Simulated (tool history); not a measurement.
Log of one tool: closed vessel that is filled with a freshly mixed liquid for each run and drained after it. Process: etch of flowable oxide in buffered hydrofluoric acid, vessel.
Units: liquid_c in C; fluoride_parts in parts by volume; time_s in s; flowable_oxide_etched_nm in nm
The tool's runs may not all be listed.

run  hour  liquid_c  fluoride_parts  time_s  flowable_oxide_etched_nm
  1     0        20               7      95                    440.03
  2   3.1        23               7      95                    513.73
  3   8.5      21.5             7.5      95                     447.8
  4  10.2      20.5               8      95                    394.97
  5  17.3      20.5             6.5      95                    482.78
  6  22.6        18             6.5      95                    417.28
  7  26.6        18               7      95                    395.52
  8  29.9        17             9.5      95                    275.14

Forecast run 9:
     35.1  -- thermometer replaced
  9  35.1        17             9.5      95                         ?

flowable_oxide_etched_nm: 245.13 nm
